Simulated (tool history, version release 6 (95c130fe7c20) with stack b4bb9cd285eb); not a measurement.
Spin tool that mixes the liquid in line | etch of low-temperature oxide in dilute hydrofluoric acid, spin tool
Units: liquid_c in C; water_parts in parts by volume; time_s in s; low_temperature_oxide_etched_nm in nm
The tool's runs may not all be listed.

run,hour,liquid_c,water_parts,time_s,low_temperature_oxide_etched_nm
1,0,21,195,280,13.31
2,5.1,21,195,280,13.403
3,11.2,21,245,280,10.151
4,15.5,20,245,280,9.7052
5,19.1,20,245,280,9.7327
6,26.8,20,190,280,13.218
7,27.6,19,205,280,11.701
8,36.5,18.5,215,280,10.575

The next listed run, before its measurement:
9,41.3,18,220,280,?

low_temperature_oxide_etched_nm: 10.156 nm

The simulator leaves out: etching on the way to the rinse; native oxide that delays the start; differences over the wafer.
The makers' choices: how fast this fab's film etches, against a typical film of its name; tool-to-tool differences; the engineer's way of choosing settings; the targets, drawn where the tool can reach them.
